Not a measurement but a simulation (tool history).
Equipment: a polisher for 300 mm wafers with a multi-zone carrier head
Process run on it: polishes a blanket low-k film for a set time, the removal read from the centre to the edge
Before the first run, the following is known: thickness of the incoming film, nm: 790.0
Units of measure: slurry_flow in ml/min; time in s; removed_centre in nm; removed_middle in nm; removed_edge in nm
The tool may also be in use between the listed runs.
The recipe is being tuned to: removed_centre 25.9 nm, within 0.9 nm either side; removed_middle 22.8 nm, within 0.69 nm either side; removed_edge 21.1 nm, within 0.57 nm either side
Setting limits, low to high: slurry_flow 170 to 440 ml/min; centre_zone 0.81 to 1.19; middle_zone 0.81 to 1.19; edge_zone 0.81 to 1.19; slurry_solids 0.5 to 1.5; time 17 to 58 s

| run | hour | slurry_flow | centre_zone | middle_zone | edge_zone | slurry_solids | time | removed_centre | removed_middle | removed_edge |
|---|---|---|---|---|---|---|---|---|---|---|
| 1 | 0 | 280 | 1 | 1 | 1 | 1 | 37 | 17.407 | 18.199 | 17.296 |
| 2 | 1.6 | 280 | 0.92 | 1 | 1 | 1 | 37 | 16.005 | 17.86 | 17.414 |
| 3 | 6.2 | 280 | 0.92 | 0.95 | 1 | 1 | 37 | 16.1 | 17.435 | 17.389 |
| 4 | 11 | 295 | 0.98 | 0.96 | 1.01 | 1.1 | 37 | 17.947 | 18.124 | 18.109 |
| 5 | 15.1 | 295 | 0.98 | 0.96 | 1.01 | 1.3 | 37 | 19.515 | 19.251 | 19.494 |
| 6 | 20.6 | 295 | 0.98 | 0.96 | 1.01 | 1.3 | 32 | 16.472 | 17.194 | 16.726 |
| 7 | 23.9 | 305 | 1.03 | 0.98 | 1.02 | 1.35 | 33 | 18.124 | 17.976 | 17.48 |
| 8 | 27.8 | 305 | 1.03 | 0.98 | 1.02 | 1.35 | 33 | 18.21 | 17.971 | 17.709 |
| 9 | 29.6 | 315 | 1.06 | 1 | 1.01 | 1.4 | 34 | 19.662 | 19.352 | 18.279 |
| 10 | 34.9 | 320 | 1.09 | 1.01 | 1.01 | 1.4 | 35 | 20.862 | 19.57 | 19.029 |
| 11 | 39.9 | 380 | 1.19 | 1.11 | 0.95 | 1.5 | 37 | 25.179 | 23.853 | 20.032 |
| 12 | 45.6 | 380 | 1.19 | 1.09 | 0.96 | 1.5 | 37 | 24.952 | 23.243 | 20.126 |
| 13 | 46.1 | 380 | 1.19 | 1.08 | 0.96 | 1.5 | 37 | 24.856 | 22.876 | 20.065 |
| 14 | 51.9 | 380 | 1.19 | 1.07 | 0.96 | 1.5 | 37 | 25.121 | 22.837 | 20.165 |
| 15 | 59.2 | 380 | 1.19 | 1.06 | 0.97 | 1.5 | 37 | 24.592 | 22.549 | 20.163 |

Pick the move, out of 5, that brings all results within their allowed miss; only one does.
| A | 66.5 | 385 | 1.19 | 1.05 | 1.01 | 1.5 | 38 | ? | ? | ? |
| B | 66.5 | 395 | 1.19 | 1.01 | 0.91 | 1.45 | 38 | ? | ? | ? |
| C | 66.5 | 435 | 1.15 | 1.08 | 0.92 | 1.5 | 36 | ? | ? | ? |
| D | 66.5 | 385 | 1.14 | 1.09 | 0.92 | 1.4 | 37 | ? | ? | ? |
| E | 66.5 | 410 | 1.1 | 1.02 | 1.01 | 1.45 | 38 | ? | ? | ? |

| move | removed_centre | removed_middle | removed_edge |
|---|---|---|---|
| A | 25.283 | 23.091 | 21.123 |
| B | 25.022 | 22.118 | 19.905 |
| C | 23.324 | 22.571 | 19.24 |
| D | 23.022 | 22.668 | 19.198 |
| E | 23.173 | 22.358 | 20.944 |
A: every result within its allowed miss
B: its largest miss is bigger than the last run's
C: its largest miss is bigger than the last run's
D: its largest miss is bigger than the last run's
E: the furthest-off result lands on target, but another misses its tolerance
The right move is A.

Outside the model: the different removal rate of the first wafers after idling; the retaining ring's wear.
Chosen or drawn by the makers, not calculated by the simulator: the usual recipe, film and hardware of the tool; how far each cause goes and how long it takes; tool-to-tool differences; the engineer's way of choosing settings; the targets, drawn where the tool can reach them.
